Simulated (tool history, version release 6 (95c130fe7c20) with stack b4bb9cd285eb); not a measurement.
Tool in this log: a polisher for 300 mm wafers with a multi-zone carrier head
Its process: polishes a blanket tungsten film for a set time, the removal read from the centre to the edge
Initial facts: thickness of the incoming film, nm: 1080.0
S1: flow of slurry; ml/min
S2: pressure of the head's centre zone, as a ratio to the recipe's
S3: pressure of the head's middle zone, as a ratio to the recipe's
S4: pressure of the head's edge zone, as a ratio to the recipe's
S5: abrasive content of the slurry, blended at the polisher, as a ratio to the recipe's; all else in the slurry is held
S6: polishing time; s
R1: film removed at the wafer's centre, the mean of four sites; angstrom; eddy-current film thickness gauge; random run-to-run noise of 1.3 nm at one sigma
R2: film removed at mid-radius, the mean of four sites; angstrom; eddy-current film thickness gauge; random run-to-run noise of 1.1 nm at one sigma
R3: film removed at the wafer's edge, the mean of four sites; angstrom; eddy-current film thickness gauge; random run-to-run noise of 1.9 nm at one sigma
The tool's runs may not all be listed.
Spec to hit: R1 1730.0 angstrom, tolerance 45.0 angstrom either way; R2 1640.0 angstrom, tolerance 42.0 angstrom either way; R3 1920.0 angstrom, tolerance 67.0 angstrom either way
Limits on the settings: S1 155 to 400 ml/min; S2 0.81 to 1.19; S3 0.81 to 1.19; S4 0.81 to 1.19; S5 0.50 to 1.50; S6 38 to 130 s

run 1 day=0.000 | S1=255 S2=1.00 S3=1.00 S4=1.00 S5=1.00 S6=84 | R1=2814.7 R2=2794.7 R3=2832.2
run 2 day=0.250 | S1=285 S2=1.00 S3=1.00 S4=1.00 S5=1.00 S6=84 | R1=2867.5 R2=2865.1 R3=2774.2
run 3 day=0.362 | S1=280 S2=0.99 S3=0.98 S4=0.99 S5=0.95 S6=82 | R1=2711.7 R2=2704.7 R3=2717.8
run 4 day=0.538 | S1=280 S2=0.99 S3=0.96 S4=0.98 S5=0.90 S6=79 | R1=2613.8 R2=2543.0 R3=2572.5
run 5 day=0.850 | S1=280 S2=0.99 S3=0.96 S4=0.98 S5=0.85 S6=79 | R1=2535.4 R2=2502.9 R3=2539.0
run 6 day=1.004 | S1=280 S2=0.91 S3=0.96 S4=0.98 S5=0.85 S6=79 | R1=2379.1 R2=2471.9 R3=2560.2
run 7 day=1.262 | S1=275 S2=0.91 S3=0.94 S4=0.97 S5=0.80 S6=77 | R1=2279.8 R2=2364.1 R3=2418.0
run 8 day=1.392 | S1=265 S2=0.91 S3=0.92 S4=0.98 S5=0.75 S6=75 | R1=2200.8 R2=2203.9 R3=2374.4
run 9 day=1.525 | S1=260 S2=0.90 S3=0.91 S4=0.97 S5=0.70 S6=74 | R1=2128.2 R2=2135.8 R3=2301.1
run 10 day=1.825 | S1=200 S2=0.86 S3=0.81 S4=0.96 S5=0.50 S6=63 | R1=1584.5 R2=1501.1 R3=1792.4
run 11 day=2.192 | S1=210 S2=0.86 S3=0.81 S4=0.96 S5=0.50 S6=63 | R1=1557.8 R2=1512.1 R3=1784.5
run 12 day=2.279 | S1=220 S2=0.87 S3=0.81 S4=0.97 S5=0.50 S6=63 | R1=1597.7 R2=1522.1 R3=1780.5

Of the 4 settings listed for the next run, only one would bring every result within its allowed miss of target. Which one?
run A day=2.367 | S1=165 S2=0.85 S3=0.87 S4=1.06 S5=0.55 S6=65 | R1=? R2=? R3=?
run B day=2.367 | S1=180 S2=0.84 S3=0.84 S4=0.98 S5=0.50 S6=67 | R1=? R2=? R3=?
run C day=2.367 | S1=250 S2=0.96 S3=0.97 S4=0.90 S5=0.50 S6=61 | R1=? R2=? R3=?
run D day=2.367 | S1=255 S2=0.86 S3=0.81 S4=0.95 S5=0.50 S6=67 | R1=? R2=? R3=?

move=A R1=1576.9 R2=1639.0 R3=1921.3
move=B R1=1606.8 R2=1636.6 R3=1908.8
move=C R1=1717.9 R2=1751.0 R3=1734.7
move=D R1=1721.5 R2=1661.0 R3=1951.0
A: lands further from the targets than the last run did
B: an improvement on the last run, though not all results are within tolerance
C: the worst result of the last run now meets its target, but another is out of spec
D: meets every target
Answer: D
